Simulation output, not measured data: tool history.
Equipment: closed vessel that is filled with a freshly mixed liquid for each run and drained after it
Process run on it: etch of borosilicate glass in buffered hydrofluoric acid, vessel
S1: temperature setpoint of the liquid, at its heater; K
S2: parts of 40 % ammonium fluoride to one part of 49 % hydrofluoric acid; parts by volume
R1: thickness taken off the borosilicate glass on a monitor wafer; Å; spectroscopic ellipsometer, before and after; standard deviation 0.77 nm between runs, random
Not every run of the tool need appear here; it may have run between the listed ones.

Run 1, day 0: S1 295.15 K, S2 21.5 parts by volume, time in the liquid (s) 100. Result: R1 519.75 Å.
Run 2, day 0.054: S1 296.15 K, S2 20 parts by volume, time in the liquid (s) 100. Result: R1 578.93 Å.
Run 3, day 0.262: S1 294.65 K, S2 20 parts by volume, time in the liquid (s) 100. Result: R1 534.81 Å.
Run 4, day 0.471: S1 297.15 K, S2 20 parts by volume, time in the liquid (s) 100. Result: R1 613 Å.
Run 5, day 0.825: S1 297.65 K, S2 18.5 parts by volume, time in the liquid (s) 100. Result: R1 678.16 Å.
Run 6, day 1.204: S1 297.65 K, S2 18.5 parts by volume, time in the liquid (s) 105. Result: R1 715.23 Å.
Run 7, day 1.342: S1 298.15 K, S2 17.5 parts by volume, time in the liquid (s) 105. Result: R1 776.83 Å.
Run 8, day 1.65: S1 298.65 K, S2 17 parts by volume, time in the liquid (s) 105. Result: R1 816.32 Å.
Run 9, day 1.696: S1 299.15 K, S2 16.5 parts by volume, time in the liquid (s) 105. Result: R1 864.02 Å.

What does the tool deliver on the next run?
Run 10, day 2.083: S1 299.65 K, S2 16 parts by volume, time in the liquid (s) 105. Result: R1 ?.

Run 10 measured R1 916.03 Å.

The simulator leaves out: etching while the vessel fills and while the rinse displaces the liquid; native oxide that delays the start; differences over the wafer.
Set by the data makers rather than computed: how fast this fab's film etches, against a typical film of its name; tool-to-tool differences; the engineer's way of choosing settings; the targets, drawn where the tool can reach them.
